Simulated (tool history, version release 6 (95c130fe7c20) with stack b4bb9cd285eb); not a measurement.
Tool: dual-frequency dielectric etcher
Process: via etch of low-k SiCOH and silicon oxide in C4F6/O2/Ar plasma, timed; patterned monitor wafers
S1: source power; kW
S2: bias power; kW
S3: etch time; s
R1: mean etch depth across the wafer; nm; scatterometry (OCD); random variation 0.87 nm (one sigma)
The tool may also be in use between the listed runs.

Run 1, day 0: S1 0.45 kW, S2 0.251 kW, S3 66 s. Result: R1 204.43 nm.
Run 2, day 0.171: S1 0.45 kW, S2 0.251 kW, S3 66 s. Result: R1 205.44 nm.
Run 3, day 0.321: S1 0.45 kW, S2 0.251 kW, S3 60.5 s. Result: R1 188.27 nm.
Run 4, day 0.488: S1 0.45 kW, S2 0.251 kW, S3 60.5 s. Result: R1 188.61 nm.
Run 5, day 0.654: S1 0.44 kW, S2 0.248 kW, S3 60.5 s. Result: R1 184.35 nm.
Run 6, day 0.692: S1 0.44 kW, S2 0.248 kW, S3 66 s. Result: R1 201.62 nm.

The next listed run, before its measurement:
Run 7, day 0.896: S1 0.42 kW, S2 0.242 kW, S3 66 s. Result: R1 ?.

{"run 7": {"R1": 198.47}}
